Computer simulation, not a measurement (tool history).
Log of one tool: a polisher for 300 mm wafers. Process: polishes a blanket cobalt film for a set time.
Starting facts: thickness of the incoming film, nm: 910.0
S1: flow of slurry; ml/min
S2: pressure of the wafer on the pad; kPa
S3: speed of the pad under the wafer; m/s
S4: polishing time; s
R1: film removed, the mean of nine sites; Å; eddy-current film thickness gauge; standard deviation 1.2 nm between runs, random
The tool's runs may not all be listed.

run,hour,S1,S2,S3,S4,R1
1,0.0,225,11.7,0.90,97,4189.0
2,3.6,225,11.7,0.82,97,3862.1
3,11.0,225,9.7,0.82,97,3232.1
4,15.9,225,9.0,0.80,97,2893.6
5,18.7,225,6.9,0.80,97,2267.4
6,27.4,225,6.9,0.70,97,1991.4
7,36.1,210,5.5,0.66,97,1513.3

Run 8 has not been measured yet. What should we expect?
8,44.5,215,5.5,0.66,97,?

Run 8 gave R1 1518.4 Å.
